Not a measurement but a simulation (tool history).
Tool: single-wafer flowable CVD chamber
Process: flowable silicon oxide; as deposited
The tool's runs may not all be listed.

| run | hour | heater temperature setpoint (K) | chamber pressure (mTorr) | RF power (W) | deposition time (s) | mean film thickness on the monitor wafer (angstrom) |
|---|---|---|---|---|---|---|
| 1 | 0.0 | 368.15 | 887 | 2550 | 883 | 7985.0 |
| 2 | 1.5 | 368.15 | 887 | 2765 | 883 | 8092.7 |
| 3 | 4.7 | 362.15 | 912 | 2770 | 883 | 10386.0 |
| 4 | 12.3 | 362.15 | 912 | 3015 | 883 | 10429.0 |
| 5 | 16.6 | 357.15 | 922 | 3015 | 883 | 12513.0 |
| 6 | 18.5 | 357.15 | 922 | 3015 | 883 | 12511.0 |
| 7 | 26.1 | 354.15 | 931 | 3015 | 883 | 14050.0 |
| 8 | 31.8 | 351.15 | 937 | 3015 | 883 | 15194.0 |
| 9 | 37.9 | 351.15 | 937 | 3015 | 883 | 15363.0 |

For run 10, what comes out?
| 10 | 40.8 | 349.15 | 948 | 3015 | 883 | ? |

Run 10 yielded mean film thickness on the monitor wafer (angstrom) 16267.0.
